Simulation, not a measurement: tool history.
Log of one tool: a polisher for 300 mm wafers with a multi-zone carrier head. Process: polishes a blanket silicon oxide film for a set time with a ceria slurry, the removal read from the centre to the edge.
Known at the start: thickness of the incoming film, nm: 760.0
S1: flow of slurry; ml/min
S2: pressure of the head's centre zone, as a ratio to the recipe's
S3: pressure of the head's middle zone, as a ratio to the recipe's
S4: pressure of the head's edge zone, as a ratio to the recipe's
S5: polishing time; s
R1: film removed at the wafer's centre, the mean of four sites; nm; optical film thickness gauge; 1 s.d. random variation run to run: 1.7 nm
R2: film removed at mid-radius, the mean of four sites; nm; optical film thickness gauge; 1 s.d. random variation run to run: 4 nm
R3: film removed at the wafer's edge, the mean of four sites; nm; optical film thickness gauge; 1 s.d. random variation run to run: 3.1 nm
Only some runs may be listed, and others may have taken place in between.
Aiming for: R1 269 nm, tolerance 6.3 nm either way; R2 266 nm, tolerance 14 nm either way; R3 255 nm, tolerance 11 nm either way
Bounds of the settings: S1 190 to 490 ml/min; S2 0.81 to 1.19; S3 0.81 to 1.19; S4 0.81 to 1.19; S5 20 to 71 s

| run | hour | S1 | S2 | S3 | S4 | S5 | R1 | R2 | R3 |
|---|---|---|---|---|---|---|---|---|---|
| 1 | 0 | 315 | 1 | 1 | 1 | 45 | 293.85 | 295.59 | 286.77 |
| 2 | 2 | 250 | 1 | 1 | 1 | 45 | 288.9 | 279.56 | 274.98 |
| 3 | 3.8 | 240 | 0.99 | 1 | 0.98 | 45 | 282.64 | 278.96 | 268.96 |
| 4 | 11.7 | 240 | 0.99 | 0.94 | 0.98 | 45 | 284.23 | 270.42 | 270.24 |
| 5 | 14.9 | 240 | 0.99 | 0.94 | 1.05 | 45 | 283.7 | 259.78 | 279.96 |
| 6 | 18.1 | 230 | 0.98 | 0.95 | 1.02 | 45 | 276.2 | 268.43 | 280.18 |
| 7 | 23.7 | 225 | 0.98 | 0.95 | 1 | 45 | 273.59 | 268.97 | 276.77 |
| 8 | 25.4 | 220 | 0.99 | 0.95 | 0.98 | 45 | 279.65 | 265.63 | 270.52 |
| 9 | 32.1 | 215 | 0.99 | 0.96 | 0.96 | 45 | 280.55 | 267.32 | 269.77 |
| 10 | 34.6 | 215 | 0.99 | 0.97 | 0.94 | 45 | 281.36 | 273.12 | 270.81 |

Pick the move, out of 4, that brings all results within their allowed miss; only one does.
| A | 37.1 | 240 | 1.01 | 1 | 0.96 | 42 | ? | ? | ? |
| B | 37.1 | 190 | 0.98 | 0.82 | 1.01 | 49 | ? | ? | ? |
| C | 37.1 | 240 | 1.04 | 1.08 | 0.85 | 45 | ? | ? | ? |
| D | 37.1 | 200 | 1.09 | 1.01 | 0.94 | 47 | ? | ? | ? |

| move | R1 | R2 | R3 |
|---|---|---|---|
| A | 268.02 | 264.39 | 254.26 |
| B | 290.25 | 251.8 | 296.19 |
| C | 295.92 | 302.41 | 257.32 |
| D | 313.6 | 289.77 | 275.72 |
A: in spec on every target
B: lands further from the targets than the last run did
C: lands further from the targets than the last run did
D: lands further from the targets than the last run did
Correct choice: A, which meets every target
